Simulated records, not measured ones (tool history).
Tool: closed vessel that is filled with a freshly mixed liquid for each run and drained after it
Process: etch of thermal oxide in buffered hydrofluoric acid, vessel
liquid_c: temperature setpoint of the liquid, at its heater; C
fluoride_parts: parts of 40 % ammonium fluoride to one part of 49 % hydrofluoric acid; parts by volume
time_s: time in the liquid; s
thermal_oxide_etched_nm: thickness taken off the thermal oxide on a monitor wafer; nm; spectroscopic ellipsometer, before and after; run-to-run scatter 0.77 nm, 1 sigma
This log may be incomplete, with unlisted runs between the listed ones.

run	day	liquid_c	fluoride_parts	time_s	thermal_oxide_etched_nm
1	0	24	12.5	115	116.89
2	0.112	26.5	12	115	141.17
3	0.412	26.5	12	125	153.53
4	0.554	28	12	125	166.1
5	0.8	29	12	125	174.65
6	0.933	29	12	125	173.88
7	1.096	30	12	125	184.6
8	1.258	30.5	12	125	188.25

Forecast run 9:
9	1.633	31	12	125	?

thermal_oxide_etched_nm: 193.25 nm
